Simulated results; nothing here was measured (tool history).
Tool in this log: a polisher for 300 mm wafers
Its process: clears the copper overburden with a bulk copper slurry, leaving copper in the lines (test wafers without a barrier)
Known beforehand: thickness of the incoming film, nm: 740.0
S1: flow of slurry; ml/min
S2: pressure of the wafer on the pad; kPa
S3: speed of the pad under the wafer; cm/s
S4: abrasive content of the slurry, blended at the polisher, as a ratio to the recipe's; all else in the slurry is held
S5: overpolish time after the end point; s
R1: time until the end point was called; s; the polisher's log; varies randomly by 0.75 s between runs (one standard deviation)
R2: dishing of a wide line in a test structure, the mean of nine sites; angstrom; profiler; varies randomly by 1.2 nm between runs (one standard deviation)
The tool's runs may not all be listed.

{"run": 1, "hour": 0.0, "S1": 205, "S2": 17.2, "S3": 120, "S4": 1.0, "S5": 29, "R1": 86.426, "R2": 794.15}
{"run": 2, "hour": 2.6, "S1": 200, "S2": 16.5, "S3": 122, "S4": 1.0, "S5": 23, "R1": 87.432, "R2": 768.34}
{"run": 3, "hour": 9.0, "S1": 200, "S2": 16.5, "S3": 98, "S4": 1.0, "S5": 23, "R1": 107.55, "R2": 723.66}
{"run": 4, "hour": 9.6, "S1": 230, "S2": 16.5, "S3": 98, "S4": 1.0, "S5": 23, "R1": 106.58, "R2": 713.11}
{"run": 5, "hour": 11.2, "S1": 230, "S2": 20.0, "S3": 98, "S4": 1.0, "S5": 23, "R1": 91.726, "R2": 759.9}
{"run": 6, "hour": 16.7, "S1": 230, "S2": 24.1, "S3": 98, "S4": 1.0, "S5": 23, "R1": 78.893, "R2": 852.98}
{"run": 7, "hour": 25.5, "S1": 250, "S2": 22.1, "S3": 100, "S4": 1.0, "S5": 19, "R1": 82.365, "R2": 780.8}

Run 8, settings as shown, results not yet in. Your forecast:
{"run": 8, "hour": 31.1, "S1": 260, "S2": 20.7, "S3": 102, "S4": 1.0, "S5": 16, "R1": "?", "R2": "?"}

Run 8 yielded R1 84.453 s, R2 692.17 angstrom.

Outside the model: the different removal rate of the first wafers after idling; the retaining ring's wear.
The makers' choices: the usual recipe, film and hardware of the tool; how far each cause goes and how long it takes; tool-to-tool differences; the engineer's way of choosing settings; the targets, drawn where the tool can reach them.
